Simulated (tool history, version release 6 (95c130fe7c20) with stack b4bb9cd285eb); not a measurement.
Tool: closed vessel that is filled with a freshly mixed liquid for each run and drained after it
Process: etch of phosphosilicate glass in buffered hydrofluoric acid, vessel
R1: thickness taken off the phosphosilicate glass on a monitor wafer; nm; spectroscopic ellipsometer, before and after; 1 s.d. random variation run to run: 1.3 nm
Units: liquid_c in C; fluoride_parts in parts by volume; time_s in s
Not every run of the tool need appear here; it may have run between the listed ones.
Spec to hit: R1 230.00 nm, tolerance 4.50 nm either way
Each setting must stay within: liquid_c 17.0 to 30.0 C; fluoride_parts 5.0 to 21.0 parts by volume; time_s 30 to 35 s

Run 1, day 0.000: liquid_c 22.0 C, fluoride_parts 13.0 parts by volume, time_s 35 s. Result: R1 182.23 nm.
Run 2, day 0.200: liquid_c 22.0 C, fluoride_parts 11.0 parts by volume, time_s 35 s. Result: R1 214.89 nm.
Run 3, day 0.429: liquid_c 22.0 C, fluoride_parts 7.5 parts by volume, time_s 35 s. Result: R1 303.42 nm.
Run 4, day 0.683: liquid_c 22.0 C, fluoride_parts 7.5 parts by volume, time_s 35 s. Result: R1 301.84 nm.
Run 5, day 0.958: liquid_c 21.0 C, fluoride_parts 7.5 parts by volume, time_s 35 s. Result: R1 290.02 nm.
Run 6, day 1.321: liquid_c 20.0 C, fluoride_parts 7.5 parts by volume, time_s 35 s. Result: R1 274.58 nm.
Run 7, day 1.479: liquid_c 19.5 C, fluoride_parts 7.5 parts by volume, time_s 35 s. Result: R1 267.00 nm.
Run 8, day 1.629: liquid_c 19.0 C, fluoride_parts 7.5 parts by volume, time_s 35 s. Result: R1 257.22 nm.
Run 9, day 1.996: liquid_c 18.5 C, fluoride_parts 7.5 parts by volume, time_s 35 s. Result: R1 251.48 nm.

Which single option among these 5 for the next run brings every result within its allowed miss of target? Just one does.
Run A, day 2.362: liquid_c 17.5 C, fluoride_parts 8.0 parts by volume, time_s 35 s. Result: R1 ?.
Run B, day 2.362: liquid_c 22.5 C, fluoride_parts 9.0 parts by volume, time_s 30 s. Result: R1 ?.
Run C, day 2.362: liquid_c 17.5 C, fluoride_parts 7.0 parts by volume, time_s 30 s. Result: R1 ?.
Run D, day 2.362: liquid_c 19.5 C, fluoride_parts 8.5 parts by volume, time_s 35 s. Result: R1 ?.
Run E, day 2.362: liquid_c 18.5 C, fluoride_parts 7.5 parts by volume, time_s 30 s. Result: R1 ?.

move      R1
   A  221.10
   B  220.61
   C  218.95
   D  231.80
   E  215.08
A: moves the result that the last run missed by most past its target, out the other side
B: moves the result that the last run missed by most past its target, out the other side
C: moves the result that the last run missed by most past its target, out the other side
D: all results in spec
E: moves the result that the last run missed by most past its target, out the other side
Answer: D
